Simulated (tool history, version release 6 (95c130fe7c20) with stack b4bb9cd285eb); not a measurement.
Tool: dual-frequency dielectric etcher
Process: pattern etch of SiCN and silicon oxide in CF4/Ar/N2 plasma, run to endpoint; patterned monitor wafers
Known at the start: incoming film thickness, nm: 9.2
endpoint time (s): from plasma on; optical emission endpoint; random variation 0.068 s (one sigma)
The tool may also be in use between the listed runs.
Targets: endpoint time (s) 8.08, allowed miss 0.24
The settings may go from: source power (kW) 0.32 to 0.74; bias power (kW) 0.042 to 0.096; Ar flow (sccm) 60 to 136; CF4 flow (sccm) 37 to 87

| run | hour | source power (kW) | bias power (kW) | Ar flow (sccm) | CF4 flow (sccm) | endpoint time (s) |
|---|---|---|---|---|---|---|
| 1 | 0 | 0.53 | 0.069 | 98 | 62 | 9.4118 |
| 2 | 7.6 | 0.53 | 0.069 | 107 | 62 | 9.572 |
| 3 | 11.8 | 0.53 | 0.069 | 107 | 73 | 9.3734 |
| 4 | 18.9 | 0.53 | 0.058 | 107 | 73 | 9.5936 |
| 5 | 24.7 | 0.47 | 0.058 | 107 | 73 | 10.407 |
| 6 | 26.5 | 0.4 | 0.058 | 107 | 73 | 11.734 |
| 7 | 28.4 | 0.44 | 0.059 | 106 | 73 | 10.963 |
| 8 | 31.1 | 0.48 | 0.06 | 105 | 73 | 10.11 |
| 9 | 36.1 | 0.51 | 0.061 | 104 | 73 | 9.6042 |
| 10 | 39 | 0.53 | 0.061 | 103 | 73 | 9.4481 |
| 11 | 44.9 | 0.55 | 0.062 | 102 | 73 | 9.1484 |
| 12 | 49.4 | 0.57 | 0.062 | 102 | 73 | 8.9407 |
| 13 | 58.5 | 0.58 | 0.062 | 102 | 73 | 8.7381 |

4 next moves are on the table. One of them brings every result within its allowed miss. Which?
| A | 67.6 | 0.62 | 0.088 | 109 | 78 | ? |
| B | 67.6 | 0.6 | 0.065 | 88 | 81 | ? |
| C | 67.6 | 0.72 | 0.051 | 99 | 80 | ? |
| D | 67.6 | 0.51 | 0.07 | 130 | 72 | ? |

| move | endpoint time (s) |
|---|---|
| A | 7.6131 |
| B | 8.1135 |
| C | 7.5513 |
| D | 9.6554 |
A: takes the result that was furthest off past its target
B: meets every target
C: takes the result that was furthest off past its target
D: further off than the last run
The right move is B.
